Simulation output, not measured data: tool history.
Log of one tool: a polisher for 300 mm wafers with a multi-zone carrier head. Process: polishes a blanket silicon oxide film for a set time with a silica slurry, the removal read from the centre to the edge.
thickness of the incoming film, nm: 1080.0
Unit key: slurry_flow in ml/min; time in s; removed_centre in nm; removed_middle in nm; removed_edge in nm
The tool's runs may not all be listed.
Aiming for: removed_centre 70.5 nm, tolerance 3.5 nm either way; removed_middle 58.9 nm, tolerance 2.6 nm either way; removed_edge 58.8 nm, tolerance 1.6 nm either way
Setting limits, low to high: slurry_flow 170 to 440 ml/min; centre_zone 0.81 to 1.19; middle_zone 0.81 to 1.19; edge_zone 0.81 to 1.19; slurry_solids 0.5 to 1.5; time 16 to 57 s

Run 1, day 0: slurry_flow 280 ml/min, centre_zone 1, middle_zone 1, edge_zone 1, slurry_solids 1, time 36 s. Result: removed_centre 100.03 nm, removed_middle 97.055 nm, removed_edge 92.642 nm.
Run 2, day 0.112: slurry_flow 280 ml/min, centre_zone 1.01, middle_zone 0.98, edge_zone 0.97, slurry_solids 0.9, time 35 s. Result: removed_centre 90.966 nm, removed_middle 88.961 nm, removed_edge 84.31 nm.
Run 3, day 0.342: slurry_flow 280 ml/min, centre_zone 0.96, middle_zone 0.98, edge_zone 0.97, slurry_solids 0.9, time 35 s. Result: removed_centre 87.287 nm, removed_middle 90.048 nm, removed_edge 84.778 nm.
Run 4, day 0.671: slurry_flow 280 ml/min, centre_zone 1, middle_zone 0.95, edge_zone 0.95, slurry_solids 0.8, time 34 s. Result: removed_centre 84.111 nm, removed_middle 81.685 nm, removed_edge 77.827 nm.
Run 5, day 0.921: slurry_flow 280 ml/min, centre_zone 1, middle_zone 1.02, edge_zone 0.95, slurry_solids 0.8, time 34 s. Result: removed_centre 85.655 nm, removed_middle 86.092 nm, removed_edge 78.067 nm.
Run 6, day 1.025: slurry_flow 275 ml/min, centre_zone 1.02, middle_zone 0.98, edge_zone 0.94, slurry_solids 0.75, time 33 s. Result: removed_centre 81.675 nm, removed_middle 79.378 nm, removed_edge 74.375 nm.
At day 1.296: edge zone pressure recalibrated.
Run 7, day 1.296: slurry_flow 280 ml/min, centre_zone 1.12, middle_zone 0.88, edge_zone 0.86, slurry_solids 0.5, time 28 s. Result: removed_centre 65.756 nm, removed_middle 52.141 nm, removed_edge 54.312 nm.
Run 8, day 1.458: slurry_flow 285 ml/min, centre_zone 1.12, middle_zone 0.9, edge_zone 0.88, slurry_solids 0.5, time 28 s. Result: removed_centre 66.192 nm, removed_middle 53.606 nm, removed_edge 54.199 nm.
Run 9, day 1.633: slurry_flow 285 ml/min, centre_zone 1.12, middle_zone 0.91, edge_zone 0.9, slurry_solids 0.5, time 28 s. Result: removed_centre 66.838 nm, removed_middle 55.977 nm, removed_edge 55.549 nm.
Run 10, day 1.696: slurry_flow 290 ml/min, centre_zone 1.12, middle_zone 0.91, edge_zone 0.91, slurry_solids 0.5, time 28 s. Result: removed_centre 65.699 nm, removed_middle 53.826 nm, removed_edge 55.122 nm.
Run 11, day 1.842: slurry_flow 290 ml/min, centre_zone 1.12, middle_zone 0.92, edge_zone 0.92, slurry_solids 0.5, time 28 s. Result: removed_centre 65.425 nm, removed_middle 55.183 nm, removed_edge 54.823 nm.

Which of these 5 next moves meets every target?
Run A, day 1.988: slurry_flow 270 ml/min, centre_zone 1.06, middle_zone 0.99, edge_zone 0.93, slurry_solids 0.55, time 31 s. Result: removed_centre ?, removed_middle ?, removed_edge ?.
Run B, day 1.988: slurry_flow 375 ml/min, centre_zone 0.96, middle_zone 1.04, edge_zone 1.04, slurry_solids 0.5, time 30 s. Result: removed_centre ?, removed_middle ?, removed_edge ?.
Run C, day 1.988: slurry_flow 295 ml/min, centre_zone 1.14, middle_zone 1.03, edge_zone 0.81, slurry_solids 0.6, time 28 s. Result: removed_centre ?, removed_middle ?, removed_edge ?.
Run D, day 1.988: slurry_flow 250 ml/min, centre_zone 1.17, middle_zone 0.96, edge_zone 0.97, slurry_solids 0.7, time 26 s. Result: removed_centre ?, removed_middle ?, removed_edge ?.
Run E, day 1.988: slurry_flow 315 ml/min, centre_zone 1.18, middle_zone 0.84, edge_zone 0.9, slurry_solids 0.55, time 31 s. Result: removed_centre ?, removed_middle ?, removed_edge ?.

move  removed_centre  removed_middle  removed_edge
   A          71.579          66.685        63.652
   B          63.075          66.932        64.131
   C          72.286          64.971        56.211
   D          71.441          59.185        59.319
   E          80.417          59.056         63.58
A: the result that was furthest off in the last run now lies on the other side of its target
B: the result that was furthest off in the last run now lies on the other side of its target
C: moves toward the targets from the last run without getting all of them in spec
D: each result inside its tolerance
E: the result that was furthest off in the last run now lies on the other side of its target
So the answer is move D, the one that meets all the targets.

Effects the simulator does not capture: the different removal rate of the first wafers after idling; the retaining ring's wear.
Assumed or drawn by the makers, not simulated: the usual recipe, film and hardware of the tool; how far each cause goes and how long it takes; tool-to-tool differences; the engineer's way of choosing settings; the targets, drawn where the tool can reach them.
